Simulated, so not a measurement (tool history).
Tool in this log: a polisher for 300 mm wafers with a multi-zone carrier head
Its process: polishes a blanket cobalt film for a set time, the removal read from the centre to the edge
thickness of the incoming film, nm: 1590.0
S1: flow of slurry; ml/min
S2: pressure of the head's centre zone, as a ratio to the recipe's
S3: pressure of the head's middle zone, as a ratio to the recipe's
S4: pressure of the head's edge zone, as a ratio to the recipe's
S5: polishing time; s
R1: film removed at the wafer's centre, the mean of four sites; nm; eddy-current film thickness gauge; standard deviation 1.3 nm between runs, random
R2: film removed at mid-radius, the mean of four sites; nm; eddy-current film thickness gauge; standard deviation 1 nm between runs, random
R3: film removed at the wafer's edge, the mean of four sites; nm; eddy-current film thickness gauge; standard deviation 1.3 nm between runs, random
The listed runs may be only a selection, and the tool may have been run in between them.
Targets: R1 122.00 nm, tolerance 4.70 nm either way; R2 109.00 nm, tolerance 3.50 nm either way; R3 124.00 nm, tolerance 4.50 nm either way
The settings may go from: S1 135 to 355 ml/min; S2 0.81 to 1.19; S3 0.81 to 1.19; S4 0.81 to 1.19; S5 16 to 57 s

Run 1, day 0.000: S1 225 ml/min, S2 1.00, S3 1.00, S4 1.00, S5 36 s. Result: R1 133.26 nm, R2 129.61 nm, R3 137.70 nm.
Run 2, day 0.267: S1 215 ml/min, S2 0.99, S3 0.96, S4 0.97, S5 35 s. Result: R1 128.54 nm, R2 119.16 nm, R3 129.23 nm.
Run 3, day 0.504: S1 215 ml/min, S2 0.99, S3 0.96, S4 1.01, S5 35 s. Result: R1 129.16 nm, R2 120.14 nm, R3 129.62 nm.
Run 4, day 0.546: S1 215 ml/min, S2 0.99, S3 0.96, S4 1.01, S5 42 s. Result: R1 157.55 nm, R2 143.87 nm, R3 158.33 nm.
Run 5, day 0.746: S1 265 ml/min, S2 0.99, S3 0.96, S4 1.01, S5 42 s. Result: R1 160.16 nm, R2 146.57 nm, R3 160.97 nm.
Run 6, day 0.975: S1 265 ml/min, S2 0.99, S3 1.00, S4 1.01, S5 42 s. Result: R1 163.11 nm, R2 152.88 nm, R3 162.28 nm.
Run 7, day 1.162: S1 265 ml/min, S2 0.97, S3 0.95, S4 0.97, S5 40 s. Result: R1 149.63 nm, R2 139.72 nm, R3 150.51 nm.
Run 8, day 1.525: S1 255 ml/min, S2 0.95, S3 0.91, S4 0.95, S5 38 s. Result: R1 135.94 nm, R2 127.92 nm, R3 141.54 nm.
Run 9, day 1.788: S1 245 ml/min, S2 0.95, S3 0.88, S4 0.92, S5 37 s. Result: R1 131.68 nm, R2 119.48 nm, R3 136.02 nm.
Run 10, day 2.075: S1 235 ml/min, S2 0.95, S3 0.87, S4 0.90, S5 36 s. Result: R1 126.97 nm, R2 112.86 nm, R3 129.22 nm.
Run 11, day 2.242: S1 200 ml/min, S2 0.93, S3 0.87, S4 0.86, S5 36 s. Result: R1 120.21 nm, R2 111.19 nm, R3 122.36 nm.

Pick the move, out of 5, that brings all results within their allowed miss; only one does.
Run A, day 2.408: S1 195 ml/min, S2 0.92, S3 0.83, S4 0.84, S5 36 s. Result: R1 ?, R2 ?, R3 ?.
Run B, day 2.408: S1 190 ml/min, S2 0.97, S3 0.95, S4 0.84, S5 34 s. Result: R1 ?, R2 ?, R3 ?.
Run C, day 2.408: S1 175 ml/min, S2 0.96, S3 0.95, S4 0.81, S5 36 s. Result: R1 ?, R2 ?, R3 ?.
Run D, day 2.408: S1 215 ml/min, S2 0.88, S3 0.88, S4 0.84, S5 35 s. Result: R1 ?, R2 ?, R3 ?.
Run E, day 2.408: S1 255 ml/min, S2 0.89, S3 0.90, S4 0.82, S5 35 s. Result: R1 ?, R2 ?, R3 ?.

move      R1      R2      R3
   A  121.28  108.46  124.24
   B  120.33  114.02  116.77
   C  123.98  118.95  120.35
   D  114.75  112.38  122.09
   E  119.10  117.16  122.88
A: meets every target
B: lands further from the targets than the last run did
C: lands further from the targets than the last run did
D: the worst result of the last run now meets its target, but another is out of spec
E: lands further from the targets than the last run did
A meets every target.

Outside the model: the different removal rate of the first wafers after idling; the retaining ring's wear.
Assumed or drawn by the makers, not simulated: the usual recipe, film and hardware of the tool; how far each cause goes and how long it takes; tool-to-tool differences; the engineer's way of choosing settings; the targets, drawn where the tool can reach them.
